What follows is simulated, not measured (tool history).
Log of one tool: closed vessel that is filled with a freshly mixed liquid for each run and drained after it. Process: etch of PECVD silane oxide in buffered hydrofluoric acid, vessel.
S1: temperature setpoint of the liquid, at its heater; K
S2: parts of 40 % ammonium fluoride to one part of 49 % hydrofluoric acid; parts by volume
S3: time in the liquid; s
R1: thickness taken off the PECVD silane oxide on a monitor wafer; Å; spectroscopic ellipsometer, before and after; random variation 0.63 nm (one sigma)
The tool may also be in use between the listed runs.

{"run": 1, "hour": 0.0, "S1": 297.15, "S2": 21, "S3": 95, "R1": 1032}
{"run": 2, "hour": 4.5, "S1": 297.15, "S2": 18, "S3": 95, "R1": 1180.6}
{"run": 3, "hour": 10.9, "S1": 297.15, "S2": 12.5, "S3": 95, "R1": 1654.7}
{"run": 4, "hour": 17.9, "S1": 299.65, "S2": 12.5, "S3": 95, "R1": 1919.5}
{"run": 5, "hour": 20.7, "S1": 299.65, "S2": 12.5, "S3": 100, "R1": 2022.1}
{"run": 6, "hour": 26.0, "S1": 299.65, "S2": 7.5, "S3": 100, "R1": 3258.2}
{"run": 7, "hour": 32.5, "S1": 297.65, "S2": 10, "S3": 100, "R1": 2250.3}
{"run": 8, "hour": 39.1, "S1": 293.65, "S2": 17, "S3": 100, "R1": 1075}
{"run": 9, "hour": 47.9, "S1": 293.15, "S2": 17, "S3": 100, "R1": 1043.7}
{"run": 10, "hour": 52.8, "S1": 292.65, "S2": 17, "S3": 100, "R1": 1019.2}
{"run": 11, "hour": 56.7, "S1": 292.15, "S2": 17.5, "S3": 100, "R1": 958.36}
{"run": 12, "hour": 58.0, "S1": 291.65, "S2": 17.5, "S3": 100, "R1": 936.22}

Forecast run 13:
{"run": 13, "hour": 64.8, "S1": 290.15, "S2": 20.5, "S3": 100, "R1": "?"}

R1: 738.11 Å
